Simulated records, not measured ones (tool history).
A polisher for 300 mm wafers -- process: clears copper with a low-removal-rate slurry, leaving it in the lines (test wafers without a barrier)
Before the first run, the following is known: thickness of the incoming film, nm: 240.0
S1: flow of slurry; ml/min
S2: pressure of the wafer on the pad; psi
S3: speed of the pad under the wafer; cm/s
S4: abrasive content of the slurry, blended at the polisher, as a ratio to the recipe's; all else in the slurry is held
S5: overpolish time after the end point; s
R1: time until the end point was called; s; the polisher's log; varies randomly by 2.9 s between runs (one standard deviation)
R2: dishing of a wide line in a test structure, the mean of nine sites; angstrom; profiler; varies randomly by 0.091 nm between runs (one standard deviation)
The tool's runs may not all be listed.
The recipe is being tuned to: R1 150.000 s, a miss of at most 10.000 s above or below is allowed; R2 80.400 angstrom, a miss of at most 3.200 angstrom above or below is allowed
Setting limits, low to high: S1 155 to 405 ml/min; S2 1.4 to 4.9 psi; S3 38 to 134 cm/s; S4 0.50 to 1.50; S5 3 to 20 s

{"run": 1, "hour": 0.0, "S1": 260, "S2": 3.1, "S3": 86, "S4": 1.0, "S5": 10, "R1": 76.503, "R2": 207.79}
{"run": 2, "hour": 8.7, "S1": 260, "S2": 3.1, "S3": 86, "S4": 1.0, "S5": 8, "R1": 80.035, "R2": 168.9}
{"run": 3, "hour": 17.4, "S1": 260, "S2": 2.7, "S3": 82, "S4": 1.0, "S5": 7, "R1": 93.732, "R2": 128.26}
{"run": 4, "hour": 21.7, "S1": 310, "S2": 2.7, "S3": 82, "S4": 1.0, "S5": 7, "R1": 88.124, "R2": 130.72}
{"run": 5, "hour": 27.4, "S1": 290, "S2": 2.3, "S3": 80, "S4": 1.0, "S5": 7, "R1": 110.88, "R2": 108.53}
{"run": 6, "hour": 28.0, "S1": 290, "S2": 2.3, "S3": 80, "S4": 0.85, "S5": 7, "R1": 111.32, "R2": 107.59}
{"run": 7, "hour": 32.1, "S1": 290, "S2": 2.3, "S3": 80, "S4": 0.85, "S5": 7, "R1": 111.04, "R2": 105.56}
{"run": 8, "hour": 36.5, "S1": 280, "S2": 2.1, "S3": 80, "S4": 0.85, "S5": 7, "R1": 123.31, "R2": 98.667}
{"run": 9, "hour": 38.3, "S1": 275, "S2": 2.0, "S3": 80, "S4": 0.85, "S5": 7, "R1": 132.06, "R2": 93.738}
{"run": 10, "hour": 39.7, "S1": 270, "S2": 1.9, "S3": 80, "S4": 0.85, "S5": 7, "R1": 139.92, "R2": 89.453}
{"run": 11, "hour": 42.3, "S1": 265, "S2": 1.9, "S3": 80, "S4": 0.85, "S5": 7, "R1": 138.18, "R2": 88.224}
{"run": 12, "hour": 47.0, "S1": 255, "S2": 1.9, "S3": 80, "S4": 0.85, "S5": 7, "R1": 134.21, "R2": 86.537}

Below are 5 possible settings for the next run. Only one of them brings all results inside the allowed miss of their targets. Which is it?
{"run": "A", "hour": 51.7, "S1": 305, "S2": 1.4, "S3": 98, "S4": 0.8, "S5": 7, "R1": "?", "R2": "?"}
{"run": "B", "hour": 51.7, "S1": 240, "S2": 1.4, "S3": 90, "S4": 0.75, "S5": 8, "R1": "?", "R2": "?"}
{"run": "C", "hour": 51.7, "S1": 275, "S2": 2.3, "S3": 50, "S4": 0.95, "S5": 7, "R1": "?", "R2": "?"}
{"run": "D", "hour": 51.7, "S1": 365, "S2": 1.4, "S3": 94, "S4": 1.05, "S5": 6, "R1": "?", "R2": "?"}
{"run": "E", "hour": 51.7, "S1": 230, "S2": 2.4, "S3": 76, "S4": 0.75, "S5": 7, "R1": "?", "R2": "?"}

move=A R1=146.410 R2=79.535
move=B R1=164.470 R2=80.836
move=C R1=166.580 R2=71.035
move=D R1=143.160 R2=70.208
move=E R1=116.010 R2=100.290
A: in spec on every target
B: brings the result that was furthest off to its target, and leaves another outside
C: pushes the last run's worst result past its target
D: pushes the last run's worst result past its target
E: moves away from the targets compared with the last run
The right move is A.
